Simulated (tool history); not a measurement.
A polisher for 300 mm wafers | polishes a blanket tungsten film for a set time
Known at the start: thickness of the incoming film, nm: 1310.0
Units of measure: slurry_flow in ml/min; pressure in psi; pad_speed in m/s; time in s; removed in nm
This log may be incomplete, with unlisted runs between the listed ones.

{"run": 1, "hour": 0.0, "slurry_flow": 120, "pressure": 4.1, "pad_speed": 1.16, "slurry_solids": 1, "time": 103, "removed": 672.79}
{"run": 2, "hour": 1.2, "slurry_flow": 120, "pressure": 4.6, "pad_speed": 1.18, "slurry_solids": 1, "time": 103, "removed": 763.33}
{"run": 3, "hour": 7.5, "slurry_flow": 120, "pressure": 5, "pad_speed": 1.2, "slurry_solids": 1, "time": 103, "removed": 858.3}
{"run": 4, "hour": 12.6, "slurry_flow": 120, "pressure": 5, "pad_speed": 1.2, "slurry_solids": 1.1, "time": 103, "removed": 845.4}
{"run": 5, "hour": 14.6, "slurry_flow": 120, "pressure": 5, "pad_speed": 1.2, "slurry_solids": 1.1, "time": 103, "removed": 842.07}
{"run": 6, "hour": 18.8, "slurry_flow": 120, "pressure": 4.2, "pad_speed": 1.2, "slurry_solids": 1.1, "time": 103, "removed": 737.61}

Run 7, settings as shown, results not yet in. Your forecast:
{"run": 7, "hour": 23.1, "slurry_flow": 120, "pressure": 4.7, "pad_speed": 1.22, "slurry_solids": 1.1, "time": 103, "removed": "?"}

Run 7 produced removed 816.21 nm.
